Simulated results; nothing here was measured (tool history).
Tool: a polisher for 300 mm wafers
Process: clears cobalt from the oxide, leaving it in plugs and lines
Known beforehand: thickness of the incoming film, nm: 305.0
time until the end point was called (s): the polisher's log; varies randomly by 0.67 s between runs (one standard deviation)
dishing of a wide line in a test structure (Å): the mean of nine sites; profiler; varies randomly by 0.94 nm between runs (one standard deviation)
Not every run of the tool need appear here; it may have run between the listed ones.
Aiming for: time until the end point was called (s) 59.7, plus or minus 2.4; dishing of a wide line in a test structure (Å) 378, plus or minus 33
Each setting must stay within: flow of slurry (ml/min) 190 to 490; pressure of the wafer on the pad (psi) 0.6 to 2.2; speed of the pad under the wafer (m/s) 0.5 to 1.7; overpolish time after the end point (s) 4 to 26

| run | hour | flow of slurry (ml/min) | pressure of the wafer on the pad (psi) | speed of the pad under the wafer (m/s) | overpolish time after the end point (s) | time until the end point was called (s) | dishing of a wide line in a test structure (Å) |
|---|---|---|---|---|---|---|---|
| 1 | 0 | 315 | 1.4 | 1.1 | 13 | 78.644 | 288.8 |
| 2 | 7 | 315 | 1.1 | 1.1 | 13 | 99.178 | 266.02 |
| 3 | 10.8 | 315 | 1.1 | 0.88 | 13 | 119.6 | 225.44 |
| 4 | 16.8 | 315 | 1.3 | 0.9 | 14 | 99.358 | 264.89 |
| 5 | 17.8 | 370 | 1.3 | 0.9 | 14 | 97.935 | 275.88 |
| 6 | 20.1 | 375 | 1.4 | 0.9 | 14 | 92.084 | 277.96 |
| 7 | 24.9 | 375 | 1.5 | 0.9 | 15 | 86.751 | 291.29 |
| 8 | 26.5 | 375 | 1.6 | 0.9 | 16 | 80.701 | 330.98 |
| 9 | 34.5 | 375 | 1.6 | 0.9 | 16 | 82.988 | 321.22 |
| 10 | 39.1 | 375 | 2 | 0.92 | 16 | 64.007 | 341.92 |

Pick the move, out of 4, that brings all results within their allowed miss; only one does.
| A | 43.7 | 335 | 2 | 1.02 | 19 | ? | ? |
| B | 43.7 | 325 | 2.2 | 0.98 | 19 | ? | ? |
| C | 43.7 | 370 | 2.2 | 0.96 | 17 | ? | ? |
| D | 43.7 | 380 | 2 | 1.1 | 17 | ? | ? |

| move | time until the end point was called (s) | dishing of a wide line in a test structure (Å) |
|---|---|---|
| A | 58.601 | 359.66 |
| B | 55.349 | 363.54 |
| C | 55.733 | 354.63 |
| D | 54.418 | 356.49 |
A: meets every target
B: carries the result that was furthest off beyond its target, to the other side
C: carries the result that was furthest off beyond its target, to the other side
D: carries the result that was furthest off beyond its target, to the other side
Move A is the one to make.
